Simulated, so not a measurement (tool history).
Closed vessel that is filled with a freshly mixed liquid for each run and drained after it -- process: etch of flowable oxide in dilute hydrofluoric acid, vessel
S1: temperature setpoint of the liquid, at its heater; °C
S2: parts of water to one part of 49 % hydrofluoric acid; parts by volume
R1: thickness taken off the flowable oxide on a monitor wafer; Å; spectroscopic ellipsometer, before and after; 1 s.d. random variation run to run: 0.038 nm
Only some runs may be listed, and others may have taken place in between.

run 1 hour=0.0 | S1=20.0 S2=170 time_in_the_liquid_(s)=30 | R1=63.401
run 2 hour=1.0 | S1=20.0 S2=170 time_in_the_liquid_(s)=30 | R1=63.462
run 3 hour=3.0 | S1=19.5 S2=175 time_in_the_liquid_(s)=30 | R1=60.262
run 4 hour=8.3 | S1=19.5 S2=175 time_in_the_liquid_(s)=30 | R1=59.908
run 5 hour=11.1 | S1=19.0 S2=180 time_in_the_liquid_(s)=30 | R1=57.166
run 6 hour=19.4 | S1=20.5 S2=180 time_in_the_liquid_(s)=30 | R1=59.544
run 7 hour=24.2 | S1=19.5 S2=185 time_in_the_liquid_(s)=30 | R1=55.286
run 8 hour=27.0 | S1=19.0 S2=185 time_in_the_liquid_(s)=30 | R1=55.202
run 9 hour=35.0 | S1=18.5 S2=190 time_in_the_liquid_(s)=30 | R1=52.368

Run 10, settings as shown, results not yet in. Your forecast:
run 10 hour=35.8 | S1=18.0 S2=190 time_in_the_liquid_(s)=30 | R1=?

{"run 10": {"R1": 51.919}}
